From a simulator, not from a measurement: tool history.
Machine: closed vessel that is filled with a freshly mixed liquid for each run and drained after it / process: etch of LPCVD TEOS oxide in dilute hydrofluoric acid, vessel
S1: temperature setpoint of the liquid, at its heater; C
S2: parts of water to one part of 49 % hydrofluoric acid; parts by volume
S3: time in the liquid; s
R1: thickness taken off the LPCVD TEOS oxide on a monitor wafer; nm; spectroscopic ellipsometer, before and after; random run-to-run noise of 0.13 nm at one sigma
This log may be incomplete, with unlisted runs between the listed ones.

Run 1, hour 0.0: S1 20.0 C, S2 220 parts by volume, S3 255 s. Result: R1 21.641 nm.
Run 2, hour 3.7: S1 20.0 C, S2 175 parts by volume, S3 255 s. Result: R1 28.326 nm.
Run 3, hour 9.8: S1 20.0 C, S2 175 parts by volume, S3 255 s. Result: R1 28.476 nm.
Run 4, hour 18.1: S1 22.0 C, S2 175 parts by volume, S3 255 s. Result: R1 30.717 nm.
Run 5, hour 23.4: S1 22.0 C, S2 215 parts by volume, S3 255 s. Result: R1 23.957 nm.
Run 6, hour 30.7: S1 23.5 C, S2 205 parts by volume, S3 255 s. Result: R1 26.939 nm.

Run 7, settings as shown, results not yet in. Your forecast:
Run 7, hour 39.4: S1 24.5 C, S2 200 parts by volume, S3 255 s. Result: R1 ?.

{"run 7": {"R1": 28.598}}
